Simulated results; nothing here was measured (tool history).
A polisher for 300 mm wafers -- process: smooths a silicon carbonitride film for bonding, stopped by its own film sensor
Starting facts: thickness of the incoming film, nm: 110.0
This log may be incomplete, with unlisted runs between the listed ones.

run	hour	flow of slurry (ml/min)	pressure of the wafer on the pad (psi)	speed of the pad under the wafer (m/s)	abrasive content of the slurry	target thickness at which the film sensor stops the polish (Å)	time until the film sensor stopped the polish (s)
1	0.0	125	2.0	1.14	1.00	910	71.274
2	5.4	125	2.0	1.14	1.20	910	66.381
3	10.1	120	1.7	0.96	1.15	910	91.634
4	15.1	115	1.5	0.84	1.15	910	115.280
5	22.9	125	1.5	0.84	1.15	910	116.310
6	24.0	125	1.5	0.60	1.15	910	147.210
7	31.7	110	0.9	0.58	1.15	910	249.140
8	39.7	120	0.9	0.58	1.15	910	254.490
9	48.5	120	1.4	0.60	1.15	910	159.060

Run 10 is up next; what results do you expect?
10	52.9	120	1.4	0.60	1.15	910	?

{"run 10": {"time until the film sensor stopped the polish (s)": 164.41}}

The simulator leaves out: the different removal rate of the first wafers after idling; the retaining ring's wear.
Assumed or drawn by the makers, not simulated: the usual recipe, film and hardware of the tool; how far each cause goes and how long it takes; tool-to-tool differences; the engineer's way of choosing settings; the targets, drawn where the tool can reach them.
